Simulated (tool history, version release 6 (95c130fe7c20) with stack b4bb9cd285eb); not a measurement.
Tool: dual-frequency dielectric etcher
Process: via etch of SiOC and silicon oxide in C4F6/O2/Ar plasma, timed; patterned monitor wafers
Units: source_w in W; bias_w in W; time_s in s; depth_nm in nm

Run 1, hour 0: source_w 260 W, bias_w 155 W, time_s 110.5 s. Result: depth_nm 112.77 nm.
Run 2, hour 8.6: source_w 230 W, bias_w 138 W, time_s 110.5 s. Result: depth_nm 103.1 nm.
Run 3, hour 11.7: source_w 210 W, bias_w 129 W, time_s 110.5 s. Result: depth_nm 95.755 nm.
Run 4, hour 17.1: source_w 210 W, bias_w 129 W, time_s 115.5 s. Result: depth_nm 98.801 nm.
Run 5, hour 19.1: source_w 230 W, bias_w 129 W, time_s 115.5 s. Result: depth_nm 104.42 nm.
Run 6, hour 20.6: source_w 210 W, bias_w 122 W, time_s 115 s. Result: depth_nm 96.977 nm.
Run 7, hour 26.6: source_w 200 W, bias_w 119 W, time_s 115 s. Result: depth_nm 94.265 nm.

Forecast run 8:
Run 8, hour 28.8: source_w 190 W, bias_w 117 W, time_s 115 s. Result: depth_nm ?.

depth_nm: 89.394 nm

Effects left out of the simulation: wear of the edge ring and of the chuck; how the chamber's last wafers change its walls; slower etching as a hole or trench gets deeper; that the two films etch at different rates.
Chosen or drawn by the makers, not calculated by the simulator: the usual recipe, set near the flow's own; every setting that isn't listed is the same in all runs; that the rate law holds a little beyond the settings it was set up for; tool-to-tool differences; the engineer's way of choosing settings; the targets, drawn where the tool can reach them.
